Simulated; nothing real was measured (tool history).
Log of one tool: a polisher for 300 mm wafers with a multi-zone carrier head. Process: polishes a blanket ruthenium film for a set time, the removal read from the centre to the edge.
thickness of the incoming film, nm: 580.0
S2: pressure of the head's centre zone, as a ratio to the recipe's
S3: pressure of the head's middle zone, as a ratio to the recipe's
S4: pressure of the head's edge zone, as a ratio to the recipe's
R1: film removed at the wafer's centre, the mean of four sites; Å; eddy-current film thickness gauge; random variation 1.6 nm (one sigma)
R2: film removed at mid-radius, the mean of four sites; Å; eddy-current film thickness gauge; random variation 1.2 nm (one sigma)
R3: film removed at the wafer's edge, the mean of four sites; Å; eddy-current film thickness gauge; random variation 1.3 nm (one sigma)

Run 1, hour 0: flow of slurry (ml/min) 155, S2 1, S3 1, S4 1, polishing time (s) 62. Result: R1 1067.9 Å, R2 1067.6 Å, R3 1112.1 Å.
Run 2, hour 3.3: flow of slurry (ml/min) 160, S2 1.01, S3 1.01, S4 1.02, polishing time (s) 64. Result: R1 1135.3 Å, R2 1116.4 Å, R3 1149.2 Å.
Run 3, hour 11.4: flow of slurry (ml/min) 160, S2 1.01, S3 1.01, S4 1.02, polishing time (s) 69. Result: R1 1199.8 Å, R2 1208.8 Å, R3 1256.2 Å.
Run 4, hour 14.3: flow of slurry (ml/min) 185, S2 1.01, S3 1.01, S4 1.02, polishing time (s) 69. Result: R1 1247.7 Å, R2 1231.3 Å, R3 1280.9 Å.
Run 5, hour 21.2: flow of slurry (ml/min) 185, S2 1.01, S3 0.94, S4 1.02, polishing time (s) 69. Result: R1 1266.1 Å, R2 1187.2 Å, R3 1283.4 Å.
Run 6, hour 28.5: flow of slurry (ml/min) 185, S2 1.01, S3 0.94, S4 1.02, polishing time (s) 62. Result: R1 1104.4 Å, R2 1046.6 Å, R3 1133.6 Å.
Run 7, hour 32.7: flow of slurry (ml/min) 190, S2 1.02, S3 0.96, S4 1.03, polishing time (s) 65. Result: R1 1195.1 Å, R2 1127.6 Å, R3 1202.9 Å.
Run 8, hour 39.4: flow of slurry (ml/min) 190, S2 1.03, S3 0.97, S4 1.04, polishing time (s) 67. Result: R1 1241.4 Å, R2 1168.1 Å, R3 1265.6 Å.
Run 9, hour 40.8: flow of slurry (ml/min) 195, S2 1.05, S3 1, S4 1.05, polishing time (s) 68. Result: R1 1305 Å, R2 1249.2 Å, R3 1288.9 Å.

Forecast run 10:
Run 10, hour 43.1: flow of slurry (ml/min) 195, S2 1.06, S3 1, S4 1.07, polishing time (s) 70. Result: R1 ?, R2 ?, R3 ?.

R1: 1313.9 Å
R2: 1268.1 Å
R3: 1306.4 Å
